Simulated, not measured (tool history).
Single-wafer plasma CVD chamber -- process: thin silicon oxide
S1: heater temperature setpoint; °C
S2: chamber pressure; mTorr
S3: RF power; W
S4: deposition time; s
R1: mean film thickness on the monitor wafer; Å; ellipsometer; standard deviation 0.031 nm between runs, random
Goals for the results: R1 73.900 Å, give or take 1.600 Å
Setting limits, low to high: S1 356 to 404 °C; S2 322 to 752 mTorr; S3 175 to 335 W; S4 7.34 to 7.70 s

{"run": 1, "hour": 0.0, "S1": 380, "S2": 537, "S3": 255, "S4": 7.7, "R1": 86.304}
{"run": 2, "hour": 1.3, "S1": 373, "S2": 537, "S3": 255, "S4": 7.7, "R1": 86.636}
{"run": 3, "hour": 7.4, "S1": 373, "S2": 499, "S3": 255, "S4": 7.7, "R1": 80.774}
{"run": 4, "hour": 15.9, "S1": 373, "S2": 537, "S3": 255, "S4": 7.7, "R1": 86.084}
{"run": 5, "hour": 24.1, "S1": 373, "S2": 516, "S3": 255, "S4": 7.7, "R1": 83.094}
{"run": 6, "hour": 31.6, "S1": 373, "S2": 500, "S3": 255, "S4": 7.7, "R1": 80.447}
{"run": 7, "hour": 38.4, "S1": 373, "S2": 489, "S3": 255, "S4": 7.7, "R1": 78.908}
{"run": 8, "hour": 39.8, "S1": 373, "S2": 489, "S3": 255, "S4": 7.7, "R1": 79.31}
{"run": 9, "hour": 42.2, "S1": 373, "S2": 479, "S3": 255, "S4": 7.7, "R1": 77.169}
{"run": 10, "hour": 44.7, "S1": 373, "S2": 473, "S3": 255, "S4": 7.7, "R1": 76.934}

Which single option among these 4 for the next run brings every result within its allowed miss of target? Just one does.
{"run": "A", "hour": 47.2, "S1": 366, "S2": 501, "S3": 265, "S4": 7.34, "R1": "?"}
{"run": "B", "hour": 47.2, "S1": 367, "S2": 462, "S3": 270, "S4": 7.7, "R1": "?"}
{"run": "C", "hour": 47.2, "S1": 384, "S2": 500, "S3": 220, "S4": 7.65, "R1": "?"}
{"run": "D", "hour": 47.2, "S1": 370, "S2": 478, "S3": 260, "S4": 7.7, "R1": "?"}

move=A R1=79.359
move=B R1=77.695
move=C R1=74.308
move=D R1=78.666
A: lands further from the targets than the last run did
B: lands further from the targets than the last run did
C: in spec on every target
D: lands further from the targets than the last run did
So the answer is move C, the one that meets all the targets.

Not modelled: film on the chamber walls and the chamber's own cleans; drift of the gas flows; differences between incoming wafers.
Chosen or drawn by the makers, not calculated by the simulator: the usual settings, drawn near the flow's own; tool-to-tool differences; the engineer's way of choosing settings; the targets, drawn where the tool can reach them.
